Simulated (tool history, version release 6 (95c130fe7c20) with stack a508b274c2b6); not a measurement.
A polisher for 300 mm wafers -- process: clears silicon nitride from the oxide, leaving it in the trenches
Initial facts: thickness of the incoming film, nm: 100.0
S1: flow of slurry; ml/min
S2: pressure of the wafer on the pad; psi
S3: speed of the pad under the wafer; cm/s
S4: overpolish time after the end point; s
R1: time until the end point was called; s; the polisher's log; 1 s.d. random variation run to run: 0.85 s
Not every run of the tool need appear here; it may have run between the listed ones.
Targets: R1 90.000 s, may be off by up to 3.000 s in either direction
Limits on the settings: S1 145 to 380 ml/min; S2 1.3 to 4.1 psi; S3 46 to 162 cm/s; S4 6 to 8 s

| run | hour | S1 | S2 | S3 | S4 | R1 |
|---|---|---|---|---|---|---|
| 1 | 0.0 | 245 | 2.7 | 104 | 8 | 127.210 |
| 2 | 8.9 | 245 | 2.7 | 104 | 8 | 127.830 |
| 3 | 12.2 | 245 | 2.8 | 104 | 8 | 126.260 |
| 4 | 13.3 | 280 | 2.8 | 104 | 8 | 122.390 |
| 5 | 20.2 | 280 | 2.9 | 104 | 8 | 120.240 |
| 6 | 26.8 | 280 | 3.0 | 104 | 8 | 116.240 |
| 7 | 30.8 | 280 | 3.1 | 104 | 8 | 113.490 |
| 8 | 32.3 | 280 | 3.1 | 104 | 8 | 115.130 |
| 9 | 40.7 | 280 | 3.2 | 104 | 8 | 109.390 |
| 10 | 48.8 | 280 | 3.3 | 104 | 8 | 109.060 |
| 11 | 51.1 | 280 | 3.4 | 104 | 8 | 103.800 |
| 12 | 55.6 | 280 | 3.5 | 104 | 8 | 101.600 |
| 13 | 58.1 | 280 | 3.6 | 104 | 8 | 99.981 |

Exercise: of the 4 proposed moves below, exactly one satisfies all targets within the stated allowed misses. Which move is it?
| A | 60.6 | 275 | 3.6 | 106 | 7 | ? |
| B | 60.6 | 325 | 3.6 | 114 | 6 | ? |
| C | 60.6 | 270 | 3.2 | 120 | 8 | ? |
| D | 60.6 | 340 | 3.4 | 88 | 8 | ? |

| move | R1 |
|---|---|
| A | 96.905 |
| B | 88.856 |
| C | 94.681 |
| D | 119.170 |
A: gains on the last run, yet a result remains outside its allowed miss
B: every result within its allowed miss
C: gains on the last run, yet a result remains outside its allowed miss
D: moves away from the targets compared with the last run
Correct choice: B, which meets every target
